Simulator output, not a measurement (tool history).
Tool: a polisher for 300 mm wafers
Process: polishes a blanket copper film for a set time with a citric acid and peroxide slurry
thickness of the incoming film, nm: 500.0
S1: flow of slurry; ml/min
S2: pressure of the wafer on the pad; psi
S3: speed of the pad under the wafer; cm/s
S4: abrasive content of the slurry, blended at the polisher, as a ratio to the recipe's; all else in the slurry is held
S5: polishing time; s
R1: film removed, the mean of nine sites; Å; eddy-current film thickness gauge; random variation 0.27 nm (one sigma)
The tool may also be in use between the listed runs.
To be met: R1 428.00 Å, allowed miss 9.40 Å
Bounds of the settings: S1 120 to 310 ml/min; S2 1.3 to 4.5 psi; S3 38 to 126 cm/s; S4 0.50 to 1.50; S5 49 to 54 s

run 1 day=0.000 | S1=200 S2=2.9 S3=82 S4=1.00 S5=54 | R1=851.64
run 2 day=0.212 | S1=235 S2=2.9 S3=82 S4=1.00 S5=54 | R1=856.97
run 3 day=0.304 | S1=235 S2=2.9 S3=82 S4=1.00 S5=54 | R1=852.98
run 4 day=0.458 | S1=205 S2=2.9 S3=82 S4=1.00 S5=54 | R1=838.09
run 5 day=0.621 | S1=205 S2=2.9 S3=82 S4=1.00 S5=49 | R1=769.19
run 6 day=0.946 | S1=195 S2=2.4 S3=82 S4=1.00 S5=49 | R1=685.28
run 7 day=1.233 | S1=190 S2=2.1 S3=78 S4=1.00 S5=49 | R1=596.63
run 8 day=1.488 | S1=185 S2=1.8 S3=76 S4=1.00 S5=49 | R1=524.91
run 9 day=1.667 | S1=185 S2=1.6 S3=74 S4=1.00 S5=49 | R1=481.47

5 next moves are on the table. One of them brings every result within its allowed miss. Which?
run A day=1.846 | S1=210 S2=1.3 S3=68 S4=1.00 S5=51 | R1=?
run B day=1.846 | S1=240 S2=1.6 S3=78 S4=1.05 S5=53 | R1=?
run C day=1.846 | S1=155 S2=1.6 S3=68 S4=0.80 S5=49 | R1=?
run D day=1.846 | S1=140 S2=1.5 S3=76 S4=0.60 S5=54 | R1=?
run E day=1.846 | S1=170 S2=1.3 S3=74 S4=0.95 S5=52 | R1=?

move=A R1=423.23
move=B R1=570.10
move=C R1=412.58
move=D R1=454.60
move=E R1=449.22
A: meets every target
B: further off than the last run
C: takes the result that was furthest off past its target
D: nearer than the last run, and not there yet
E: nearer than the last run, and not there yet
Move A is the one to make.
